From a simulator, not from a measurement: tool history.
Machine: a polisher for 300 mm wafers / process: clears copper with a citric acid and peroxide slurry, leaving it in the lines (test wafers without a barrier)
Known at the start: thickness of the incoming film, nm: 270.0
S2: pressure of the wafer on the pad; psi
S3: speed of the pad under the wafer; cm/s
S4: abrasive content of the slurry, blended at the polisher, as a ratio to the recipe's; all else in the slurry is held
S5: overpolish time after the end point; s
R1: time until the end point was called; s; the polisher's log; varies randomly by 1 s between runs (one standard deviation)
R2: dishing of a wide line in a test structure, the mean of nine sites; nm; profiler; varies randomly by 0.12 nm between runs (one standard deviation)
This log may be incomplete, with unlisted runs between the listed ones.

Run 1, day 0.000: flow of slurry (ml/min) 315, S2 2.9 psi, S3 92 cm/s, S4 1.00, S5 15 s. Result: R1 160.90 s, R2 18.3120 nm.
Run 2, day 0.154: flow of slurry (ml/min) 315, S2 3.0 psi, S3 94 cm/s, S4 1.00, S5 14 s. Result: R1 153.26 s, R2 18.2040 nm.
Run 3, day 0.521: flow of slurry (ml/min) 275, S2 3.0 psi, S3 94 cm/s, S4 1.00, S5 14 s. Result: R1 157.06 s, R2 18.3810 nm.
Run 4, day 0.829: flow of slurry (ml/min) 275, S2 3.0 psi, S3 94 cm/s, S4 1.00, S5 12 s. Result: R1 156.83 s, R2 15.9130 nm.
Run 5, day 0.996: flow of slurry (ml/min) 300, S2 3.0 psi, S3 96 cm/s, S4 1.00, S5 11 s. Result: R1 150.54 s, R2 14.9160 nm.
Run 6, day 1.358: flow of slurry (ml/min) 320, S2 3.0 psi, S3 98 cm/s, S4 1.00, S5 10 s. Result: R1 149.67 s, R2 14.2250 nm.
Run 7, day 1.546: flow of slurry (ml/min) 340, S2 3.0 psi, S3 100 cm/s, S4 1.00, S5 9 s. Result: R1 144.66 s, R2 13.0780 nm.
Run 8, day 1.688: flow of slurry (ml/min) 355, S2 3.0 psi, S3 102 cm/s, S4 1.00, S5 8 s. Result: R1 140.68 s, R2 12.0050 nm.
Run 9, day 1.929: flow of slurry (ml/min) 370, S2 3.1 psi, S3 102 cm/s, S4 1.00, S5 8 s. Result: R1 138.09 s, R2 12.4900 nm.
Run 10, day 2.296: flow of slurry (ml/min) 385, S2 3.1 psi, S3 104 cm/s, S4 0.95, S5 8 s. Result: R1 135.26 s, R2 12.3610 nm.
Run 11, day 2.496: flow of slurry (ml/min) 385, S2 3.1 psi, S3 104 cm/s, S4 0.95, S5 8 s. Result: R1 137.02 s, R2 12.4730 nm.
Run 12, day 2.642: flow of slurry (ml/min) 395, S2 3.1 psi, S3 106 cm/s, S4 1.00, S5 8 s. Result: R1 133.21 s, R2 12.8330 nm.
Run 13, day 2.767: flow of slurry (ml/min) 405, S2 3.2 psi, S3 106 cm/s, S4 0.95, S5 8 s. Result: R1 126.66 s, R2 13.2190 nm.
Run 14, day 3.008: flow of slurry (ml/min) 415, S2 3.2 psi, S3 108 cm/s, S4 0.90, S5 8 s. Result: R1 128.67 s, R2 13.1340 nm.
Run 15, day 3.208: flow of slurry (ml/min) 325, S2 2.7 psi, S3 112 cm/s, S4 1.15, S5 4 s. Result: R1 139.67 s, R2 6.0705 nm.
Run 16, day 3.312: flow of slurry (ml/min) 325, S2 2.8 psi, S3 112 cm/s, S4 1.15, S5 4 s. Result: R1 134.99 s, R2 6.3331 nm.
Run 17, day 3.367: flow of slurry (ml/min) 325, S2 2.9 psi, S3 112 cm/s, S4 1.15, S5 4 s. Result: R1 131.92 s, R2 6.6863 nm.
Run 18, day 3.654: flow of slurry (ml/min) 330, S2 3.0 psi, S3 112 cm/s, S4 1.15, S5 4 s. Result: R1 126.46 s, R2 6.7399 nm.
Run 19, day 4.004: flow of slurry (ml/min) 335, S2 3.1 psi, S3 112 cm/s, S4 1.15, S5 4 s. Result: R1 122.46 s, R2 6.9611 nm.

Forecast run 20:
Run 20, day 4.296: flow of slurry (ml/min) 330, S2 3.6 psi, S3 112 cm/s, S4 1.15, S5 8 s. Result: R1 ?, R2 ?.

Run 20 came out at R1 109.67 s, R2 15.5060 nm.
